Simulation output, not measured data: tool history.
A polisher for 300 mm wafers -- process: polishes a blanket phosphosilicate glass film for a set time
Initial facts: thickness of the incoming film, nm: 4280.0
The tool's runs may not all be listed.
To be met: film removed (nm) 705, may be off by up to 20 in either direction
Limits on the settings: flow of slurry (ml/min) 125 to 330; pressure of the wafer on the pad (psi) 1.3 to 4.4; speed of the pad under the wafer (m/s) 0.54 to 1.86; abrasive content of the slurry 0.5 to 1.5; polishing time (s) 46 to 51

run	hour	flow of slurry (ml/min)	pressure of the wafer on the pad (psi)	speed of the pad under the wafer (m/s)	abrasive content of the slurry	polishing time (s)	film removed (nm)
1	0	210	2.8	1.18	1	51	480.41
2	1.9	210	2.8	1.18	1.2	51	539.27
3	7.5	210	2.8	1.18	1.3	51	557.85
4	13.5	210	2.8	1.18	1.2	51	542.66
5	20.3	210	2.5	1.18	1.2	51	507.88
6	23.1	250	2.5	1.18	1.2	51	514.1
7	24.7	255	2.6	1.18	1.2	51	523.75
8	33.7	255	3.4	1.2	1.2	51	640.94
9	39.9	255	3.6	1.2	1.2	51	665.91
10	46	255	3.7	1.2	1.2	51	673.49

5 next moves are on the table. One of them brings every result within its allowed miss. Which?
A	52.1	295	3.3	1.36	1.2	49	?
B	52.1	240	4.3	1.2	1.3	49	?
C	52.1	275	2.9	1.6	1.25	46	?
D	52.1	225	3.5	1.38	1.15	50	?
E	52.1	265	4	1.2	1.3	48	?

move	film removed (nm)
A	663.7
B	761.07
C	645.11
D	681.23
E	711.54
A: its largest miss is bigger than the last run's
B: pushes the last run's worst result past its target
C: its largest miss is bigger than the last run's
D: closes in on the targets versus the last run, not all within tolerance yet
E: all results in spec
The move that meets every target is E.

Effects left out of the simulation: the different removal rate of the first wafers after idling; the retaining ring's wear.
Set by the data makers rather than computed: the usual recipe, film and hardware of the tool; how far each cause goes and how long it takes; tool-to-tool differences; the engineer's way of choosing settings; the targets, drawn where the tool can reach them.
